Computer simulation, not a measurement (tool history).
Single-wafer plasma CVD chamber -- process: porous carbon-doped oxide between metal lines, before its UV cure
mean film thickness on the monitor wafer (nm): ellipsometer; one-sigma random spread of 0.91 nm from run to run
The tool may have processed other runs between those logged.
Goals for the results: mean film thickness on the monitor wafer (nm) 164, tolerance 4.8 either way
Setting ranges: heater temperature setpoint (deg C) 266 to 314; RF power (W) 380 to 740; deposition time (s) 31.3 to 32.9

run    day  heater temperature setpoint (deg C)  RF power (W)  deposition time (s)  mean film thickness on the monitor wafer (nm)
  1      0                                  290           560                 32.9                                         200.18
  2  0.317                                  293           545                 32.8                                         189.73
  3  0.646                                  293           590                 32.8                                          206.5
  4  0.812                                  295           575                 32.7                                         197.87
  5  0.921                                  295           575                 32.9                                         199.77
  6  1.217                                  295           575                 32.9                                         195.86
  7  1.308                                  298           570                 32.9                                         194.36
  8  1.446                                  300           555                 32.8                                         186.51
  9  1.521                                  302           545                 32.7                                         182.12
 10  1.838                                  303           535                 32.6                                         179.23
 11    1.9                                  304           530                 32.5                                         173.98
 12  2.117                                  305           525                 32.5                                         171.58
 13  2.212                                  305           525                 32.5                                         171.07

5 next moves are on the table. One of them brings every result within its allowed miss. Which?
  A  2.308                                  308           505                 31.3                                              ?
  B  2.308                                  294           465                 31.3                                              ?
  C  2.308                                  304           545                 32.9                                              ?
  D  2.308                                  298           475                 32.9                                              ?
  E  2.308                                  291           450                 31.3                                              ?

move  mean film thickness on the monitor wafer (nm)
   A                                         158.06
   B                                         155.68
   C                                         181.59
   D                                         163.97
   E                                         152.29
A: the result that was furthest off in the last run now lies on the other side of its target
B: the result that was furthest off in the last run now lies on the other side of its target
C: its largest miss is bigger than the last run's
D: all results in spec
E: the result that was furthest off in the last run now lies on the other side of its target
D meets every target.
